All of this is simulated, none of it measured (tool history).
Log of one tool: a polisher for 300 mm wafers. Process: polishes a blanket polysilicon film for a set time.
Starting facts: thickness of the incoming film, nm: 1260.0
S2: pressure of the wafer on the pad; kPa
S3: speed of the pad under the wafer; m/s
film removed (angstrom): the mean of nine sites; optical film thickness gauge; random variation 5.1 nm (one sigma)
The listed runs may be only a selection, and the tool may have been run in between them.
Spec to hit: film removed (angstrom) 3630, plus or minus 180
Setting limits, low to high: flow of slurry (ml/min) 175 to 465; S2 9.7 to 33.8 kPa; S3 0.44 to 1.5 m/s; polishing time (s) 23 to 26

Run 1, hour 0: flow of slurry (ml/min) 295, S2 21.4 kPa, S3 0.96 m/s, polishing time (s) 26. Result: film removed (angstrom) 2555.6.
Run 2, hour 5.2: flow of slurry (ml/min) 295, S2 22.8 kPa, S3 0.96 m/s, polishing time (s) 26. Result: film removed (angstrom) 2665.5.
Run 3, hour 13.7: flow of slurry (ml/min) 295, S2 22.8 kPa, S3 0.96 m/s, polishing time (s) 23. Result: film removed (angstrom) 2473.2.
Run 4, hour 20.3: flow of slurry (ml/min) 295, S2 24.8 kPa, S3 0.98 m/s, polishing time (s) 23. Result: film removed (angstrom) 2632.3.
Run 5, hour 21.1: flow of slurry (ml/min) 255, S2 24.8 kPa, S3 0.98 m/s, polishing time (s) 23. Result: film removed (angstrom) 2622.5.
Run 6, hour 26.3: flow of slurry (ml/min) 255, S2 26.9 kPa, S3 1 m/s, polishing time (s) 23. Result: film removed (angstrom) 2932.6.
Run 7, hour 29.3: flow of slurry (ml/min) 255, S2 28.3 kPa, S3 1 m/s, polishing time (s) 23. Result: film removed (angstrom) 3069.4.
Run 8, hour 34.9: flow of slurry (ml/min) 255, S2 29 kPa, S3 1 m/s, polishing time (s) 23. Result: film removed (angstrom) 3176.1.
Run 9, hour 38: flow of slurry (ml/min) 255, S2 29.6 kPa, S3 1 m/s, polishing time (s) 23. Result: film removed (angstrom) 3192.9.
Run 10, hour 45.2: flow of slurry (ml/min) 255, S2 30.3 kPa, S3 1 m/s, polishing time (s) 23. Result: film removed (angstrom) 3349.4.
Run 11, hour 47.2: flow of slurry (ml/min) 255, S2 31 kPa, S3 1 m/s, polishing time (s) 23. Result: film removed (angstrom) 3272.4.
Run 12, hour 52.4: flow of slurry (ml/min) 255, S2 31.7 kPa, S3 1 m/s, polishing time (s) 23. Result: film removed (angstrom) 3475.5.

Exercise: of the 4 proposed moves below, exactly one satisfies all targets within the stated allowed misses. Which move is it?
Run A, hour 57.6: flow of slurry (ml/min) 230, S2 32.4 kPa, S3 0.96 m/s, polishing time (s) 23. Result: film removed (angstrom) ?.
Run B, hour 57.6: flow of slurry (ml/min) 240, S2 32.4 kPa, S3 1.04 m/s, polishing time (s) 23. Result: film removed (angstrom) ?.
Run C, hour 57.6: flow of slurry (ml/min) 260, S2 31 kPa, S3 0.96 m/s, polishing time (s) 23. Result: film removed (angstrom) ?.
Run D, hour 57.6: flow of slurry (ml/min) 220, S2 31 kPa, S3 1 m/s, polishing time (s) 23. Result: film removed (angstrom) ?.

move  film removed (angstrom)
   A                   3291.6
   B                   3576.2
   C                   3199.8
   D                   3263.3
A: misses by more than the last run did
B: hits every target within its allowed miss
C: misses by more than the last run did
D: misses by more than the last run did
The move that meets every target is B.

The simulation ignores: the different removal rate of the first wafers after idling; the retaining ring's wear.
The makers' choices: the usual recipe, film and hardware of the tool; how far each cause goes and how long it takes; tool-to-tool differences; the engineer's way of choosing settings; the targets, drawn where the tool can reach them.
